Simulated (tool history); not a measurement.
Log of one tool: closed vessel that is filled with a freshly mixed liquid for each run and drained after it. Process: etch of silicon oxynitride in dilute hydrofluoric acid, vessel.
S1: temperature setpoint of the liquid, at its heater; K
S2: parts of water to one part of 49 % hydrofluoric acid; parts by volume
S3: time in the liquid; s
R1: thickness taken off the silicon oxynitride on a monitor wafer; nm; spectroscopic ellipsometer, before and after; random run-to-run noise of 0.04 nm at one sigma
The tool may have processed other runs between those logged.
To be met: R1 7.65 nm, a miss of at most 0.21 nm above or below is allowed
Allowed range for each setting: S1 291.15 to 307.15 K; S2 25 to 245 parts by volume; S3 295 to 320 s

run,day,S1,S2,S3,R1
1,0,299.15,135,295,6.4261
2,0.142,299.15,95,295,9.3611
3,0.417,297.65,95,295,8.7129
4,0.471,297.65,95,295,8.711
5,0.658,297.65,120,295,6.7527
6,0.888,294.15,120,295,5.7067
7,1.221,298.15,115,295,7.2164
8,1.492,298.65,115,295,7.3993

5 next moves are on the table. One of them brings every result within its allowed miss. Which?
A,1.762,302.65,130,305,?
B,1.762,298.65,130,320,?
C,1.762,299.15,120,295,?
D,1.762,295.15,95,295,?
E,1.762,298.15,110,320,?

move,R1
A,7.983
B,6.9981
C,7.2128
D,7.7063
E,8.2208
A: takes the result that was furthest off past its target
B: moves away from the targets compared with the last run
C: moves away from the targets compared with the last run
D: every result within its allowed miss
E: takes the result that was furthest off past its target
Answer: D
